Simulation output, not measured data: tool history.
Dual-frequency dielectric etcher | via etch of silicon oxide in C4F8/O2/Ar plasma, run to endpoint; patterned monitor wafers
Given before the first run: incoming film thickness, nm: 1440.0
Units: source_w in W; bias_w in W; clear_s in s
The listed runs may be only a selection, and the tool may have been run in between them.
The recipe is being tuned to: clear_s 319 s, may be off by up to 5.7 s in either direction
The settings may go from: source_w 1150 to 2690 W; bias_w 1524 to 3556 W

| run | day | source_w | bias_w | clear_s |
|---|---|---|---|---|
| 1 | 0 | 1920 | 2540 | 273.42 |
| 2 | 0.079 | 2090 | 2540 | 264.86 |
| 3 | 0.192 | 2090 | 2349 | 271.03 |
| 4 | 0.288 | 2210 | 2349 | 263.19 |
| 5 | 0.533 | 2100 | 2322 | 272.23 |
| 6 | 0.854 | 2010 | 2303 | 277.2 |
|  | 1.071 | bias power generator calibrated |
| 7 | 1.071 | 1920 | 2284 | 283.48 |
| 8 | 1.325 | 1920 | 2284 | 288.26 |

5 candidate next runs follow, results not yet known. Just one meets every target within its allowed miss. Identify it.
| A | 1.579 | 2170 | 2390 | ? |
| B | 1.579 | 1560 | 1907 | ? |
| C | 1.579 | 1800 | 1731 | ? |
| D | 1.579 | 2030 | 1696 | ? |
| E | 1.579 | 1610 | 2278 | ? |

| move | clear_s |
|---|---|
| A | 264.63 |
| B | 328.23 |
| C | 316.09 |
| D | 301.04 |
| E | 306.8 |
A: lands further from the targets than the last run did
B: moves the result that the last run missed by most past its target, out the other side
C: all results land within tolerance of their targets
D: moves toward the targets from the last run without getting all of them in spec
E: moves toward the targets from the last run without getting all of them in spec
Answer: C
